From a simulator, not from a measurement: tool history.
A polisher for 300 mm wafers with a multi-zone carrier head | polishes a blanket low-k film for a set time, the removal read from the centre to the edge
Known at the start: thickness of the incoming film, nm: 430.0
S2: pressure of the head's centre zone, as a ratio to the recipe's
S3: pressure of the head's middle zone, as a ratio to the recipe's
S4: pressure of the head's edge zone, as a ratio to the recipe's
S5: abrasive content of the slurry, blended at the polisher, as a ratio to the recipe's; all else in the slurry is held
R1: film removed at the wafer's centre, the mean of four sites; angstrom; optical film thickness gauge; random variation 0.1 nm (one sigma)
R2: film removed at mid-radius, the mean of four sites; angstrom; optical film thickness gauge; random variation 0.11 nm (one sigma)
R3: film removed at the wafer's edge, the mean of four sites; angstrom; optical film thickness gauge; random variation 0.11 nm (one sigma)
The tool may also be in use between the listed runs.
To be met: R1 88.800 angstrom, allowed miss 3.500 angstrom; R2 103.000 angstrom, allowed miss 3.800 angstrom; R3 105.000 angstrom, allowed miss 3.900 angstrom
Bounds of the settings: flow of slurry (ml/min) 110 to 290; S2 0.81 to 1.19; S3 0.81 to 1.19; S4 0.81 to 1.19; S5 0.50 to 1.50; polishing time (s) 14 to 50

{"run": 1, "day": 0.0, "flow of slurry (ml/min)": 185, "S2": 1.0, "S3": 1.0, "S4": 1.0, "S5": 1.0, "polishing time (s)": 32, "R1": 167.31, "R2": 162.1, "R3": 161.5}
{"run": 2, "day": 0.304, "flow of slurry (ml/min)": 150, "S2": 1.0, "S3": 1.0, "S4": 1.0, "S5": 1.0, "polishing time (s)": 32, "R1": 160.83, "R2": 155.96, "R3": 161.18}
{"run": 3, "day": 0.533, "flow of slurry (ml/min)": 150, "S2": 1.0, "S3": 1.0, "S4": 1.0, "S5": 0.9, "polishing time (s)": 32, "R1": 156.36, "R2": 154.97, "R3": 153.58}
{"run": 4, "day": 0.654, "flow of slurry (ml/min)": 150, "S2": 1.0, "S3": 1.0, "S4": 1.0, "S5": 0.7, "polishing time (s)": 32, "R1": 140.32, "R2": 138.29, "R3": 137.86}
{"run": 5, "day": 0.862, "flow of slurry (ml/min)": 150, "S2": 1.0, "S3": 1.0, "S4": 0.93, "S5": 0.7, "polishing time (s)": 32, "R1": 141.46, "R2": 139.98, "R3": 130.14}
{"run": 6, "day": 0.917, "flow of slurry (ml/min)": 150, "S2": 1.0, "S3": 1.0, "S4": 0.93, "S5": 0.7, "polishing time (s)": 38, "R1": 165.56, "R2": 162.51, "R3": 160.48}
{"run": 7, "day": 0.979, "flow of slurry (ml/min)": 145, "S2": 0.97, "S3": 0.99, "S4": 0.94, "S5": 0.65, "polishing time (s)": 36, "R1": 146.19, "R2": 151.31, "R3": 146.56}
{"run": 8, "day": 1.321, "flow of slurry (ml/min)": 140, "S2": 0.95, "S3": 0.96, "S4": 0.94, "S5": 0.6, "polishing time (s)": 35, "R1": 134.41, "R2": 136.29, "R3": 136.32}
{"run": 9, "day": 1.612, "flow of slurry (ml/min)": 110, "S2": 0.85, "S3": 0.96, "S4": 0.97, "S5": 0.5, "polishing time (s)": 28, "R1": 87.498, "R2": 98.177, "R3": 99.376}
{"run": 10, "day": 1.925, "flow of slurry (ml/min)": 115, "S2": 0.85, "S3": 0.96, "S4": 0.98, "S5": 0.5, "polishing time (s)": 28, "R1": 88.487, "R2": 97.756, "R3": 102.53}

4 next moves are on the table. One of them brings every result within its allowed miss. Which?
{"run": "A", "day": 2.238, "flow of slurry (ml/min)": 145, "S2": 0.89, "S3": 0.83, "S4": 1.07, "S5": 0.55, "polishing time (s)": 28, "R1": "?", "R2": "?", "R3": "?"}
{"run": "B", "day": 2.238, "flow of slurry (ml/min)": 110, "S2": 0.82, "S3": 0.96, "S4": 0.95, "S5": 0.65, "polishing time (s)": 26, "R1": "?", "R2": "?", "R3": "?"}
{"run": "C", "day": 2.238, "flow of slurry (ml/min)": 115, "S2": 0.85, "S3": 0.91, "S4": 1.03, "S5": 0.5, "polishing time (s)": 28, "R1": "?", "R2": "?", "R3": "?"}
{"run": "D", "day": 2.238, "flow of slurry (ml/min)": 110, "S2": 0.87, "S3": 0.93, "S4": 1.0, "S5": 0.5, "polishing time (s)": 27, "R1": "?", "R2": "?", "R3": "?"}

move=A R1=99.235 R2=93.772 R3=111.210
move=B R1=88.648 R2=102.970 R3=102.710
move=C R1=88.617 R2=94.884 R3=102.860
move=D R1=87.073 R2=92.768 R3=97.454
A: further off than the last run
B: meets every target
C: further off than the last run
D: further off than the last run
The right move is B.

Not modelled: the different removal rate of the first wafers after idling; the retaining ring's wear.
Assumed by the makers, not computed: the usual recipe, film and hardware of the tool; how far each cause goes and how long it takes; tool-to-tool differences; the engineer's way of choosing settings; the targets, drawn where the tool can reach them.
